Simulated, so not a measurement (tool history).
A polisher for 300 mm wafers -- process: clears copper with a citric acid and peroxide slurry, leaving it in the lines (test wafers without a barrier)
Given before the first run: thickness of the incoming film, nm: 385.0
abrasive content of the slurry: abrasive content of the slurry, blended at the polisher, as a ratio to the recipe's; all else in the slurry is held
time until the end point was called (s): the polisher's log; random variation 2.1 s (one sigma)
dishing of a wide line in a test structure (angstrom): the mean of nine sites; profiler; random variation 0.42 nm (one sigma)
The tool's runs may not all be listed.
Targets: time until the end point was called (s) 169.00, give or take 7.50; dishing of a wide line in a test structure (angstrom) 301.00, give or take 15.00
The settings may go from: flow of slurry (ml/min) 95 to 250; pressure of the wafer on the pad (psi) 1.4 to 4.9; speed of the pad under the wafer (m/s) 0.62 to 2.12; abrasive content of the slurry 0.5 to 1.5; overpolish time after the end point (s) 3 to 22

run  hour  flow of slurry (ml/min)  pressure of the wafer on the pad (psi)  speed of the pad under the wafer (m/s)  abrasive content of the slurry  overpolish time after the end point (s)  time until the end point was called (s)  dishing of a wide line in a test structure (angstrom)
  1   0.0                      160                                     3.1                                    1.36                             1.0                                       11                                   147.38                                                 214.94
  2   1.0                      125                                     3.1                                    1.36                             1.0                                       11                                   153.57                                                 210.70
  3   4.3                      125                                     3.1                                    1.54                             1.0                                       11                                   136.79                                                 231.52
  4   5.7                      125                                     3.1                                    1.54                             1.0                                        7                                   136.00                                                 156.87
  5   6.7                      125                                     3.0                                    1.52                             1.0                                        9                                   138.78                                                 183.14
  6   9.0                      125                                     3.0                                    1.48                             1.0                                       10                                   145.59                                                 197.56
  7  13.0                      125                                     2.9                                    1.46                             1.0                                       11                                   152.83                                                 208.70
  8  15.3                      125                                     2.9                                    1.46                             1.0                                       12                                   156.95                                                 226.15
  9  18.8                      125                                     2.9                                    1.46                             1.0                                       13                                   151.96                                                 238.52
 10  20.3                      125                                     2.9                                    1.44                             1.0                                       14                                   157.74                                                 250.72
 11  28.3                      125                                     2.9                                    1.44                             1.0                                       14                                   153.88                                                 253.41
 12  30.5                      125                                     2.9                                    1.42                             1.0                                       15                                   155.53                                                 268.65
 13  31.1                      125                                     2.9                                    1.42                             1.0                                       16                                   154.77                                                 287.97
 14  32.0                      120                                     2.8                                    1.42                             1.0                                       17                                   167.71                                                 284.65

Exactly one of the 4 candidate moves below puts every result within its allowed miss. Which one?
  A  32.9                      115                                     3.0                                    1.38                             1.1                                       16                                        ?                                                      ?
  B  32.9                      195                                     2.5                                    1.48                             0.8                                       19                                        ?                                                      ?
  C  32.9                       95                                     3.1                                    1.30                             0.9                                       17                                        ?                                                      ?
  D  32.9                      105                                     3.0                                    1.50                             1.0                                       14                                        ?                                                      ?

move  time until the end point was called (s)  dishing of a wide line in a test structure (angstrom)
   A                                   154.41                                                 286.94
   B                                   163.91                                                 312.83
   C                                   173.47                                                 274.09
   D                                   148.45                                                 265.01
A: gets the furthest-off result to its target, but another result is out of tolerance
B: each result inside its tolerance
C: lands further from the targets than the last run did
D: lands further from the targets than the last run did
The right move is B.
